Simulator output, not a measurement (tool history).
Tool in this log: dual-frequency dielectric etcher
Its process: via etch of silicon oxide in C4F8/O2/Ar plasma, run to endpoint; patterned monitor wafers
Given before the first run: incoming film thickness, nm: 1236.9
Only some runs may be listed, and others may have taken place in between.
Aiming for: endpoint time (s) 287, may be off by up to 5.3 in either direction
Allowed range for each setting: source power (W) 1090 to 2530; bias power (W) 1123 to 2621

{"run": 1, "hour": 0.0, "source power (W)": 1810, "bias power (W)": 1872, "endpoint time (s)": 234.55}
{"run": 2, "hour": 8.9, "source power (W)": 2090, "bias power (W)": 1872, "endpoint time (s)": 215.03}
{"run": 3, "hour": 10.5, "source power (W)": 1790, "bias power (W)": 1872, "endpoint time (s)": 237.96}
{"run": 4, "hour": 14.2, "source power (W)": 1680, "bias power (W)": 1857, "endpoint time (s)": 247.8}
{"run": 5, "hour": 20.8, "source power (W)": 1960, "bias power (W)": 1857, "endpoint time (s)": 223.33}
{"run": 6, "hour": 28.9, "source power (W)": 2230, "bias power (W)": 1857, "endpoint time (s)": 206.66}
{"run": 7, "hour": 32.7, "source power (W)": 2030, "bias power (W)": 1828, "endpoint time (s)": 222.21}
{"run": 8, "hour": 38.6, "source power (W)": 1880, "bias power (W)": 1811, "endpoint time (s)": 231.8}

Consider the 4 candidate settings below. Which is the only one whose results all fall within their allowed miss of target?
{"run": "A", "hour": 44.5, "source power (W)": 1510, "bias power (W)": 1495, "endpoint time (s)": "?"}
{"run": "B", "hour": 44.5, "source power (W)": 1560, "bias power (W)": 1694, "endpoint time (s)": "?"}
{"run": "C", "hour": 44.5, "source power (W)": 1470, "bias power (W)": 1894, "endpoint time (s)": "?"}
{"run": "D", "hour": 44.5, "source power (W)": 1590, "bias power (W)": 1582, "endpoint time (s)": "?"}

move=A endpoint_time_(s)=288.39
move=B endpoint_time_(s)=269.3
move=C endpoint_time_(s)=270.04
move=D endpoint_time_(s)=272.29
A: each result inside its tolerance
B: gains on the last run, yet a result remains outside its allowed miss
C: gains on the last run, yet a result remains outside its allowed miss
D: gains on the last run, yet a result remains outside its allowed miss
The right move is A.

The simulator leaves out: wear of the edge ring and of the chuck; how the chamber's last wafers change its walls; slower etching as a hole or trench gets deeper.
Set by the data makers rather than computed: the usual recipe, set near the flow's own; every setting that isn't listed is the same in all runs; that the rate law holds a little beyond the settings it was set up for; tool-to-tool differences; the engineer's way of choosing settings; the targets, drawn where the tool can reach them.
